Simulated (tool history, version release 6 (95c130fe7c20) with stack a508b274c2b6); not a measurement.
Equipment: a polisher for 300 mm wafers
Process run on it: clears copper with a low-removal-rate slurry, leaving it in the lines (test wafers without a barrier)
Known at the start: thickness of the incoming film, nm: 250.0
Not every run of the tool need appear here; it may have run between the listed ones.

| run | day | flow of slurry (ml/min) | pressure of the wafer on the pad (psi) | speed of the pad under the wafer (cm/s) | abrasive content of the slurry | overpolish time after the end point (s) | time until the end point was called (s) | dishing of a wide line in a test structure (angstrom) |
|---|---|---|---|---|---|---|---|---|
| 1 | 0.000 | 205 | 2.7 | 124 | 1.0 | 20 | 82.033 | 397.67 |
| 2 | 0.050 | 205 | 2.7 | 124 | 0.8 | 20 | 86.723 | 386.95 |
| 3 | 0.362 | 205 | 2.7 | 152 | 0.8 | 20 | 75.496 | 429.77 |
| 4 | 0.479 | 205 | 3.0 | 154 | 0.8 | 21 | 65.262 | 496.24 |
| 5 | 0.800 | 205 | 3.4 | 154 | 0.8 | 21 | 59.131 | 533.99 |
| 6 | 1.108 | 205 | 3.5 | 156 | 0.8 | 22 | 55.157 | 586.71 |
| 7 | 1.304 | 205 | 3.5 | 156 | 0.8 | 22 | 54.659 | 574.34 |
| 8 | 1.658 | 205 | 3.6 | 156 | 0.8 | 23 | 53.339 | 609.38 |

The next listed run, before its measurement:
|  | 1.917 | worn pad replaced by a new one |
| 9 | 1.917 | 205 | 3.7 | 156 | 0.8 | 24 | ? | ? |

time until the end point was called (s): 48.469
dishing of a wide line in a test structure (angstrom): 658.89
